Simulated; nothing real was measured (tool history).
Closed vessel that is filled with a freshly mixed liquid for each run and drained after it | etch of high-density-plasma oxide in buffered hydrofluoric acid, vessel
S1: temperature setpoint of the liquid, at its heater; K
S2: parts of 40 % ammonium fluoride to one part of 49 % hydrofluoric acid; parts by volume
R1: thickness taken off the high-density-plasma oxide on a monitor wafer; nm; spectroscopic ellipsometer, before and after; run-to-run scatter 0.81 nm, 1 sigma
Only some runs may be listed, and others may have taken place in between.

{"run": 1, "hour": 0.0, "S1": 293.15, "S2": 8.5, "time in the liquid (s)": 95, "R1": 164.53}
{"run": 2, "hour": 7.1, "S1": 293.15, "S2": 8.5, "time in the liquid (s)": 100, "R1": 171.66}
{"run": 3, "hour": 12.6, "S1": 293.15, "S2": 8.5, "time in the liquid (s)": 95, "R1": 166.25}
{"run": 4, "hour": 15.6, "S1": 292.65, "S2": 9, "time in the liquid (s)": 95, "R1": 150.4}
{"run": 5, "hour": 21.8, "S1": 292.15, "S2": 9.5, "time in the liquid (s)": 95, "R1": 142.41}
{"run": 6, "hour": 28.2, "S1": 291.65, "S2": 10, "time in the liquid (s)": 95, "R1": 131.75}
{"run": 7, "hour": 31.4, "S1": 291.65, "S2": 10.5, "time in the liquid (s)": 95, "R1": 126.91}

What does the tool deliver on the next run?
{"run": 8, "hour": 38.9, "S1": 291.65, "S2": 11, "time in the liquid (s)": 95, "R1": "?"}

R1: 122.26 nm
